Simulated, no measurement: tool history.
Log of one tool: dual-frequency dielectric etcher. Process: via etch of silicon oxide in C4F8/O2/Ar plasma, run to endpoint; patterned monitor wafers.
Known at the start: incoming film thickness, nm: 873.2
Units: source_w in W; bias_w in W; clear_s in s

run    day  source_w  bias_w  clear_s
  1      0      1590    2588   184.62
  2  0.175      1830    2588   175.31
  3    0.4      1710    2478   181.64
  4  0.612      1860    2478   175.96
  5  0.954      1740    2375    183.9
  6  1.033      1620    2375   187.25
  7  1.238      1530    2282   195.32
  8  1.292      1460    2246   198.77

Forecast run 9:
  9  1.571      1390    2210        ?

{"run 9": {"clear_s": 203.35}}
